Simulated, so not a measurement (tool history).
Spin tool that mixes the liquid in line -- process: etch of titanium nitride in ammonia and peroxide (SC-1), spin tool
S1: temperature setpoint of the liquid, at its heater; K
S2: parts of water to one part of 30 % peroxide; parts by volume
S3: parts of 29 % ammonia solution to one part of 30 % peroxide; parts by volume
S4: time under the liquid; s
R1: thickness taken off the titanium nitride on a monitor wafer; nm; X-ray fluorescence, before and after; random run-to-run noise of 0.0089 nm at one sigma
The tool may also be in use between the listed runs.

run	day	S1	S2	S3	S4	R1
1	0	331.15	11	0.7	80	5.9013
2	0.346	331.15	11	0.55	80	5.6829
3	0.396	331.15	11	0.4	80	5.3379
4	0.421	331.15	11	0.3	80	5.0281
5	0.617	331.15	11	0.2	80	4.7191
6	0.883	331.15	14.5	0.2	80	4.0668
7	1.071	329.65	14.5	0.2	80	3.685
8	1.254	328.65	14.5	0.2	80	3.4295

Estimate the outcome of run 9 from the log above:
9	1.35	327.65	14.5	0.2	80	?

For run 9 the tool returned R1 3.1909 nm.
